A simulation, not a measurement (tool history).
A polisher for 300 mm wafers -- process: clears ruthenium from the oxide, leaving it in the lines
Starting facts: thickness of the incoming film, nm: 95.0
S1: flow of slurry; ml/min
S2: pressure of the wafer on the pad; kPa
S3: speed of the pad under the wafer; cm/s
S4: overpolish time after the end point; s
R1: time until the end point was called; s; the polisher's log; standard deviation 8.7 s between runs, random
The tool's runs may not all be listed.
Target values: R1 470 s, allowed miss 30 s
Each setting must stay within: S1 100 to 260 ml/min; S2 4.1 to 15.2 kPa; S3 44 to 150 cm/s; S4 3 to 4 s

run,hour,S1,S2,S3,S4,R1
1,0,165,9.7,96,4,150.88
2,8.5,160,7.6,80,4,217.19
3,12.3,140,6.2,68,4,305.01
4,16.2,160,6.2,68,4,297.02
5,24.9,160,5.5,62,4,352.77
6,26.4,160,4.8,58,4,414.06
7,34,160,4.8,56,4,423.15
8,37.9,160,4.1,54,4,513.56

4 candidate next runs follow, results not yet known. Just one meets every target within its allowed miss. Identify it.
A,41.8,160,4.1,46,4,?
B,41.8,145,4.1,52,3,?
C,41.8,125,6.2,44,4,?
D,41.8,190,4.1,50,4,?

move,R1
A,579.05
B,526.76
C,451.78
D,526.52
A: lands further from the targets than the last run did
B: lands further from the targets than the last run did
C: all results in spec
D: lands further from the targets than the last run did
The move that meets every target is C.

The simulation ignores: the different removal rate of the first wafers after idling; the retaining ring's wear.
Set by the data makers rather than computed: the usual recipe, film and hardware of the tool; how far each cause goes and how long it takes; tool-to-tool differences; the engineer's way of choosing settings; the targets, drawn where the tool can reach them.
